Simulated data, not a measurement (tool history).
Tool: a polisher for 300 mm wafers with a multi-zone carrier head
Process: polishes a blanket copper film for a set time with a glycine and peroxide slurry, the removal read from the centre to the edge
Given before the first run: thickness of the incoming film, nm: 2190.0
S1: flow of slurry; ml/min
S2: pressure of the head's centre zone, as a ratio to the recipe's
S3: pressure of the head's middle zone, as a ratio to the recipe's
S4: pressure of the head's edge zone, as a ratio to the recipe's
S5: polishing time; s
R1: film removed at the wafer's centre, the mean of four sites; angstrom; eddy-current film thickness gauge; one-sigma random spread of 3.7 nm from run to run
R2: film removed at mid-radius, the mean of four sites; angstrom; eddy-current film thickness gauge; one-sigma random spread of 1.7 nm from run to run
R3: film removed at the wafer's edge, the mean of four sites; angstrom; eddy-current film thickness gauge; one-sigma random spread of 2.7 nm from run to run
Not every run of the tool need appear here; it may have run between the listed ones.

run,hour,S1,S2,S3,S4,S5,R1,R2,R3
1,0,225,1,1,1,64,3285.3,3330.4,3397.4
2,7.9,225,1,0.95,1,64,3282.9,3174.6,3367.9
3,9.7,225,1,0.98,1,64,3287.3,3260.6,3379.5
4,18.6,225,1,0.94,1,64,3263.9,3155.3,3359.7
5,24.4,225,1,0.87,1,64,3314.4,2977.3,3353.3
6,31.9,225,1.06,0.87,1,64,3395.8,2986.7,3339.1
7,38.2,220,1.07,0.88,0.95,60,3177.4,2793.5,3088.6
8,41.1,230,1.1,0.91,0.91,56,3176.5,2653.1,2832.1

What will run 9 give?
9,45.6,220,1.08,0.93,0.88,55,?,?,?

{"run 9": {"R1": 3052, "R2": 2682.6, "R3": 2667.6}}

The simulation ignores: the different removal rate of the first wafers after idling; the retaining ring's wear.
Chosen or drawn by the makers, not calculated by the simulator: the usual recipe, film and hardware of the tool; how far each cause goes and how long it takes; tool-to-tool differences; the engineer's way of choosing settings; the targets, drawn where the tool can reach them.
